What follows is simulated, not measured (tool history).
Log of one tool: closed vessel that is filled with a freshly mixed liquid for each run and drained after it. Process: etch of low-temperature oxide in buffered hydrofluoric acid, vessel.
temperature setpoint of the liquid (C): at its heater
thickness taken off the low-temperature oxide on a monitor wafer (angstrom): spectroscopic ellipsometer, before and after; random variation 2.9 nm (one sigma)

| run | day | temperature setpoint of the liquid (C) | parts of 40 % ammonium fluoride to one part of 49 % hydrofluoric acid (parts by volume) | time in the liquid (s) | thickness taken off the low-temperature oxide on a monitor wafer (angstrom) |
|---|---|---|---|---|---|
| 1 | 0 | 21 | 20 | 90 | 1987.2 |
| 2 | 0.033 | 23 | 20 | 90 | 2217.1 |
| 3 | 0.233 | 24.5 | 17.5 | 90 | 2751.8 |
| 4 | 0.312 | 22.5 | 17.5 | 90 | 2462.5 |
| 5 | 0.646 | 19 | 17.5 | 90 | 2043.7 |
| 6 | 0.933 | 19 | 17.5 | 90 | 2012.3 |

The next listed run, before its measurement:
| 7 | 1.054 | 21.5 | 16 | 90 | ? |

{"run 7": {"thickness taken off the low-temperature oxide on a monitor wafer (angstrom)": 2536.6}}
